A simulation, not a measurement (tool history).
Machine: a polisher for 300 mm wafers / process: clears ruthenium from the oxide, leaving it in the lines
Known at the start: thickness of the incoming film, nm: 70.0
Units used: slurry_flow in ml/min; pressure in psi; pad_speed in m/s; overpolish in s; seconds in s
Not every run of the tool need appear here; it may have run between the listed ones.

| run | hour | slurry_flow | pressure | pad_speed | overpolish | seconds |
|---|---|---|---|---|---|---|
| 1 | 0.0 | 265 | 1.4 | 1.06 | 3 | 76.045 |
| 2 | 0.6 | 265 | 1.4 | 0.82 | 3 | 93.076 |
| 3 | 7.4 | 265 | 1.7 | 0.88 | 3 | 74.760 |
| 4 | 9.3 | 265 | 1.9 | 0.96 | 3 | 62.821 |
| 5 | 15.9 | 265 | 2.0 | 1.02 | 3 | 53.490 |
| 6 | 18.2 | 265 | 1.7 | 1.02 | 3 | 63.249 |
| 7 | 19.8 | 265 | 1.9 | 1.04 | 3 | 56.126 |

Forecast run 8:
| 8 | 26.0 | 265 | 2.0 | 1.04 | 3 | ? |

Run 8 yielded seconds 54.738 s.
